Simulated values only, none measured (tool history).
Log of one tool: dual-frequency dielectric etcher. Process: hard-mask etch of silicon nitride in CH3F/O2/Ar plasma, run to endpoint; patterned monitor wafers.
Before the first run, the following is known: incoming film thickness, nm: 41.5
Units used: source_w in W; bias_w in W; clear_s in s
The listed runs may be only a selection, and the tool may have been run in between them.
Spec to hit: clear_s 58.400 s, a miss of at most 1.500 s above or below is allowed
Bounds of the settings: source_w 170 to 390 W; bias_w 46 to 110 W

run  hour  source_w  bias_w  clear_s
  1   0.0       280      78   66.865
  2   2.8       230      78   71.279
  3   3.9       250      80   68.637
  4  11.9       280      80   66.335
  5  12.6       310      80   63.115
  6  16.4       310      68   67.989
  7  20.8       320      70   66.698
  8  21.9       320      70   66.925
  9  26.5       330      72   64.933
 10  28.3       340      73   63.233
 11  31.6       350      73   63.940
 12  37.2       350      75   62.861
 13  43.9       350      76   60.947
 14  47.6       360      77   61.528
 15  55.6       360      78   59.860

Below are 5 possible settings for the next run. Only one of them brings all results inside the allowed miss of their targets. Which is it?
  A  63.6       270      94        ?
  B  63.6       260     110        ?
  C  63.6       330      80        ?
  D  63.6       320      81        ?
  E  63.6       350      72        ?

move  clear_s
   A   61.808
   B   58.452
   C   61.504
   D   61.892
   E   62.961
A: lands further from the targets than the last run did
B: all results land within tolerance of their targets
C: lands further from the targets than the last run did
D: lands further from the targets than the last run did
E: lands further from the targets than the last run did
The right move is B.
